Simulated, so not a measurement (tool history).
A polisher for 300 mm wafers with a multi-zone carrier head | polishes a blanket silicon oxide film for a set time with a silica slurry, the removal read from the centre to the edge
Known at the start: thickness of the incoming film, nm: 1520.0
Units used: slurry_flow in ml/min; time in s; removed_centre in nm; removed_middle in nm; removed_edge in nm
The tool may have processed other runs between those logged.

run	hour	slurry_flow	centre_zone	middle_zone	edge_zone	slurry_solids	time	removed_centre	removed_middle	removed_edge
1	0.0	200	1.00	1.00	1.00	1.0	51	132.05	132.68	135.28
2	8.9	190	0.97	1.02	0.97	1.0	51	133.12	135.58	135.00
3	11.6	195	0.94	1.06	0.97	0.9	51	120.94	132.33	125.40
4	17.0	195	0.94	1.01	0.97	0.9	51	116.75	128.78	127.65
5	24.5	195	0.94	1.01	1.05	0.9	51	117.05	127.64	131.52
6	26.2	195	0.92	1.04	1.03	0.9	51	117.23	130.84	131.19

Forecast run 7:
7	28.3	195	0.90	1.06	1.00	0.9	51	?	?	?

removed_centre: 113.70 nm
removed_middle: 131.64 nm
removed_edge: 129.66 nm
